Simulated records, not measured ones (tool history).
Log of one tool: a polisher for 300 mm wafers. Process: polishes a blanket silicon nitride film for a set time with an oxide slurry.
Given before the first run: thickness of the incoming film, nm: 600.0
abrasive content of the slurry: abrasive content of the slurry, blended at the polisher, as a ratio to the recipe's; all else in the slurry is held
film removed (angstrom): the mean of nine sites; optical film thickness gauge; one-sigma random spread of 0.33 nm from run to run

run,hour,flow of slurry (ml/min),pressure of the wafer on the pad (kPa),speed of the pad under the wafer (cm/s),abrasive content of the slurry,polishing time (s),film removed (angstrom)
1,0.0,165,28.3,88,1.0,81,387.92
2,6.6,165,28.3,88,1.0,81,388.28
3,11.6,200,28.3,88,1.0,81,403.66
4,20.5,200,28.3,102,1.0,81,429.64
5,24.7,200,33.8,102,1.0,81,501.72
6,29.2,180,33.8,102,1.0,81,496.15
7,36.0,180,33.1,102,1.0,81,481.24

Predict the results of run 8:
8,44.5,175,32.4,102,1.0,81,?

film removed (angstrom): 485.88
